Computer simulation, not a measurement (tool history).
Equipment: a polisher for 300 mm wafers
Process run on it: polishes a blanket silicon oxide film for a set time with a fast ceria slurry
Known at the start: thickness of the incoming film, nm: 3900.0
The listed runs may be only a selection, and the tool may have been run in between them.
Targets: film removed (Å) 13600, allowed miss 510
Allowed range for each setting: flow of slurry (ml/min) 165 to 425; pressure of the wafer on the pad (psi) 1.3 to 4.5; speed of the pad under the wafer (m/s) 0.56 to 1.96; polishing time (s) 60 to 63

run  hour  flow of slurry (ml/min)  pressure of the wafer on the pad (psi)  speed of the pad under the wafer (m/s)  polishing time (s)  film removed (Å)
  1   0.0                      275                                     2.9                                    1.26                  60             10388
  2   1.9                      275                                     3.0                                    1.26                  60             10832
  3  10.3                      275                                     3.0                                    1.26                  60             10794
  4  15.1                      275                                     3.1                                    1.26                  60             10979
  5  21.4                      275                                     3.2                                    1.26                  60             11318
  6  28.2                      275                                     3.3                                    1.26                  60             11759
  7  31.8                      275                                     3.4                                    1.26                  60             12126
  8  32.6                      275                                     3.6                                    1.26                  60             12912

Consider the 4 candidate settings below. Which is the only one whose results all fall within their allowed miss of target?
  A  33.4                      250                                     4.2                                    1.02                  60                 ?
  B  33.4                      250                                     3.9                                    1.20                  63                 ?
  C  33.4                      290                                     3.5                                    1.10                  62                 ?
  D  33.4                      260                                     3.2                                    1.30                  60                 ?

move  film removed (Å)
   A             12110
   B             13837
   C             11447
   D             11796
A: its largest miss is bigger than the last run's
B: in spec on every target
C: its largest miss is bigger than the last run's
D: its largest miss is bigger than the last run's
Correct choice: B, which meets every target
